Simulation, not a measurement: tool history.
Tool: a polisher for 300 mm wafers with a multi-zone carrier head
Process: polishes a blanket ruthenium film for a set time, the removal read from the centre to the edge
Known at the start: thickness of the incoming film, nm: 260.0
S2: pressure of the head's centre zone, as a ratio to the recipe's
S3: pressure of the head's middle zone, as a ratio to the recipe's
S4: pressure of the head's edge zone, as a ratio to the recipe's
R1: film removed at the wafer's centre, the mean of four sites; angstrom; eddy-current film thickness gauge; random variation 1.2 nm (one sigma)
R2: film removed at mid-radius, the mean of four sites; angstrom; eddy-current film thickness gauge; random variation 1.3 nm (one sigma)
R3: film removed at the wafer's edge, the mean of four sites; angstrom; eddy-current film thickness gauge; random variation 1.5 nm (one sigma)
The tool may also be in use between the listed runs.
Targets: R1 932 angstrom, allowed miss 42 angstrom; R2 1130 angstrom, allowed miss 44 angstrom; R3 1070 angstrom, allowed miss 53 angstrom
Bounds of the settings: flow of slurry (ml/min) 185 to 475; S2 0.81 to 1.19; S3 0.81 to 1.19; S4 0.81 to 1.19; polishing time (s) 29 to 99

run 1 hour=0 | flow_of_slurry_(ml/min)=305 S2=1 S3=1 S4=1 polishing_time_(s)=64 | R1=708.37 R2=711.6 R3=711.36
run 2 hour=5.3 | flow_of_slurry_(ml/min)=305 S2=1 S3=1 S4=1 polishing_time_(s)=51 | R1=559.12 R2=571.36 R3=558.13
run 3 hour=6.5 | flow_of_slurry_(ml/min)=305 S2=0.93 S3=1 S4=1 polishing_time_(s)=51 | R1=543.14 R2=572.96 R3=560.06
run 4 hour=13.6 | flow_of_slurry_(ml/min)=305 S2=1.01 S3=1 S4=1 polishing_time_(s)=51 | R1=578.24 R2=574.94 R3=577.85
run 5 hour=16.9 | flow_of_slurry_(ml/min)=300 S2=0.99 S3=1.03 S4=1.05 polishing_time_(s)=60 | R1=668.57 R2=690.67 R3=670.71
run 6 hour=23.9 | flow_of_slurry_(ml/min)=295 S2=0.94 S3=1.04 S4=1.07 polishing_time_(s)=67 | R1=702.14 R2=791.46 R3=752.08
run 7 hour=30.4 | flow_of_slurry_(ml/min)=295 S2=0.93 S3=1.04 S4=1.09 polishing_time_(s)=72 | R1=747.23 R2=836.39 R3=792.73
run 8 hour=38.8 | flow_of_slurry_(ml/min)=285 S2=0.91 S3=1.04 S4=1.11 polishing_time_(s)=77 | R1=772.01 R2=882.88 R3=852.15
-- hour=46 slurry nozzle cleaned
run 9 hour=46 | flow_of_slurry_(ml/min)=280 S2=0.91 S3=1.05 S4=1.13 polishing_time_(s)=81 | R1=824.02 R2=994.21 R3=949.07
run 10 hour=48.5 | flow_of_slurry_(ml/min)=275 S2=0.93 S3=1.06 S4=1.14 polishing_time_(s)=82 | R1=864.24 R2=1017 R3=954.79
run 11 hour=55.4 | flow_of_slurry_(ml/min)=275 S2=0.92 S3=1.06 S4=1.15 polishing_time_(s)=84 | R1=887.85 R2=1021.4 R3=980.08
run 12 hour=62 | flow_of_slurry_(ml/min)=275 S2=0.91 S3=1.06 S4=1.16 polishing_time_(s)=85 | R1=914.85 R2=1021.5 R3=1000.3

Which of these 5 next moves meets every target?
run A hour=68.6 | flow_of_slurry_(ml/min)=270 S2=0.99 S3=1.11 S4=1.16 polishing_time_(s)=82 | R1=? R2=? R3=?
run B hour=68.6 | flow_of_slurry_(ml/min)=245 S2=0.89 S3=1.08 S4=1.1 polishing_time_(s)=92 | R1=? R2=? R3=?
run C hour=68.6 | flow_of_slurry_(ml/min)=260 S2=0.9 S3=0.99 S4=1.18 polishing_time_(s)=89 | R1=? R2=? R3=?
run D hour=68.6 | flow_of_slurry_(ml/min)=190 S2=0.81 S3=1.08 S4=1.11 polishing_time_(s)=94 | R1=? R2=? R3=?
run E hour=68.6 | flow_of_slurry_(ml/min)=275 S2=0.84 S3=1.01 S4=1.19 polishing_time_(s)=96 | R1=? R2=? R3=?

move=A R1=927.33 R2=1047.5 R3=971.68
move=B R1=926.61 R2=1141.8 R3=1062.6
move=C R1=910.67 R2=1035.4 R3=1061
move=D R1=841.14 R2=1142.9 R3=1072.5
move=E R1=920.69 R2=1139.8 R3=1151.6
A: nearer than the last run, and not there yet
B: meets every target
C: nearer than the last run, and not there yet
D: brings the result that was furthest off to its target, and leaves another outside
E: brings the result that was furthest off to its target, and leaves another outside
Answer: B
